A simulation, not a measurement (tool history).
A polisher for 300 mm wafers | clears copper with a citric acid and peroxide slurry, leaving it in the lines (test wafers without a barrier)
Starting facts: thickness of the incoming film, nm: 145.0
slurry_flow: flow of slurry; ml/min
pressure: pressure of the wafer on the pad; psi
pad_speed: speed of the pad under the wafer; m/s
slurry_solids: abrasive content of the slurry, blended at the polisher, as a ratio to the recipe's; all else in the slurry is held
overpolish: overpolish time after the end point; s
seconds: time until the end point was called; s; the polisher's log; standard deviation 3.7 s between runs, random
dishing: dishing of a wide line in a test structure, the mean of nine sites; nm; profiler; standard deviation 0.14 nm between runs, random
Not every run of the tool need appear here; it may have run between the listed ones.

Run 1, hour 0: slurry_flow 305 ml/min, pressure 2.1 psi, pad_speed 0.96 m/s, slurry_solids 1, overpolish 14 s. Result: seconds 123.15 s, dishing 13.834 nm.
Run 2, hour 3.6: slurry_flow 305 ml/min, pressure 2.1 psi, pad_speed 1.08 m/s, slurry_solids 1, overpolish 14 s. Result: seconds 112.53 s, dishing 15.682 nm.
Run 3, hour 10.4: slurry_flow 305 ml/min, pressure 2.1 psi, pad_speed 1.08 m/s, slurry_solids 1.15, overpolish 14 s. Result: seconds 107.69 s, dishing 16.215 nm.
Run 4, hour 19.2: slurry_flow 255 ml/min, pressure 2.1 psi, pad_speed 1.08 m/s, slurry_solids 1.15, overpolish 14 s. Result: seconds 110.46 s, dishing 15.168 nm.
Run 5, hour 20.8: slurry_flow 240 ml/min, pressure 1.7 psi, pad_speed 0.96 m/s, slurry_solids 1.1, overpolish 16 s. Result: seconds 153.79 s, dishing 13.411 nm.
Run 6, hour 29.4: slurry_flow 235 ml/min, pressure 1.5 psi, pad_speed 0.9 m/s, slurry_solids 1.1, overpolish 16 s. Result: seconds 176.25 s, dishing 11.291 nm.

What does the tool deliver on the next run?
Run 7, hour 32.1: slurry_flow 225 ml/min, pressure 1.3 psi, pad_speed 0.84 m/s, slurry_solids 1.1, overpolish 17 s. Result: seconds ?, dishing ?.

seconds: 214.32 s
dishing: 10.262 nm

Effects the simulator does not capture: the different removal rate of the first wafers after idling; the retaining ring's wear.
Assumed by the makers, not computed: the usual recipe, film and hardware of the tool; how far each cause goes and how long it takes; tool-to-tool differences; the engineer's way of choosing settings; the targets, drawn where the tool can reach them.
